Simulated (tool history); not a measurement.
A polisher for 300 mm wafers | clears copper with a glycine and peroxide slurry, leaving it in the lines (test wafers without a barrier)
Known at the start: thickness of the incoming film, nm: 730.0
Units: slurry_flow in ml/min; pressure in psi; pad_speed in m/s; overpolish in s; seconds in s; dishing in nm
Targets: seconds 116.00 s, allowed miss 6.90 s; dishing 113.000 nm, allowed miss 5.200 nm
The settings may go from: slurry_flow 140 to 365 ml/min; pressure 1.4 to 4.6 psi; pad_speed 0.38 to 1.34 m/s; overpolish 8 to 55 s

{"run": 1, "hour": 0.0, "slurry_flow": 235, "pressure": 3.0, "pad_speed": 0.86, "overpolish": 28, "seconds": 133.88, "dishing": 87.236}
{"run": 2, "hour": 8.6, "slurry_flow": 235, "pressure": 3.0, "pad_speed": 0.74, "overpolish": 28, "seconds": 154.04, "dishing": 81.054}
{"run": 3, "hour": 9.7, "slurry_flow": 235, "pressure": 3.0, "pad_speed": 0.82, "overpolish": 28, "seconds": 138.73, "dishing": 84.943}
{"run": 4, "hour": 10.5, "slurry_flow": 280, "pressure": 3.0, "pad_speed": 0.82, "overpolish": 28, "seconds": 139.55, "dishing": 84.235}
{"run": 5, "hour": 17.9, "slurry_flow": 255, "pressure": 3.0, "pad_speed": 0.82, "overpolish": 28, "seconds": 141.17, "dishing": 82.574}
{"run": 6, "hour": 23.6, "slurry_flow": 255, "pressure": 3.0, "pad_speed": 0.82, "overpolish": 40, "seconds": 140.7, "dishing": 104.25}
{"run": 7, "hour": 30.1, "slurry_flow": 255, "pressure": 3.1, "pad_speed": 0.82, "overpolish": 40, "seconds": 133.5, "dishing": 104.64}
{"run": 8, "hour": 34.5, "slurry_flow": 255, "pressure": 3.2, "pad_speed": 0.82, "overpolish": 40, "seconds": 135.16, "dishing": 108.55}
{"run": 9, "hour": 42.3, "slurry_flow": 255, "pressure": 3.3, "pad_speed": 0.82, "overpolish": 39, "seconds": 136.67, "dishing": 107.13}
{"run": 10, "hour": 45.7, "slurry_flow": 255, "pressure": 3.4, "pad_speed": 0.84, "overpolish": 38, "seconds": 129.25, "dishing": 107.09}
{"run": 11, "hour": 49.0, "slurry_flow": 255, "pressure": 3.4, "pad_speed": 0.84, "overpolish": 38, "seconds": 131.76, "dishing": 105.04}
{"run": 12, "hour": 57.2, "slurry_flow": 255, "pressure": 3.5, "pad_speed": 0.86, "overpolish": 38, "seconds": 123.86, "dishing": 109.39}

Which of these 4 next moves meets every target?
{"run": "A", "hour": 65.4, "slurry_flow": 270, "pressure": 3.6, "pad_speed": 0.74, "overpolish": 45, "seconds": "?", "dishing": "?"}
{"run": "B", "hour": 65.4, "slurry_flow": 250, "pressure": 3.3, "pad_speed": 1.0, "overpolish": 38, "seconds": "?", "dishing": "?"}
{"run": "C", "hour": 65.4, "slurry_flow": 240, "pressure": 3.2, "pad_speed": 0.92, "overpolish": 37, "seconds": "?", "dishing": "?"}
{"run": "D", "hour": 65.4, "slurry_flow": 285, "pressure": 2.6, "pad_speed": 0.96, "overpolish": 51, "seconds": "?", "dishing": "?"}

move=A seconds=133.08 dishing=115.410
move=B seconds=116.29 dishing=110.880
move=C seconds=126.35 dishing=105.410
move=D seconds=137.61 dishing=116.200
A: further off than the last run
B: meets every target
C: further off than the last run
D: further off than the last run
Answer: B

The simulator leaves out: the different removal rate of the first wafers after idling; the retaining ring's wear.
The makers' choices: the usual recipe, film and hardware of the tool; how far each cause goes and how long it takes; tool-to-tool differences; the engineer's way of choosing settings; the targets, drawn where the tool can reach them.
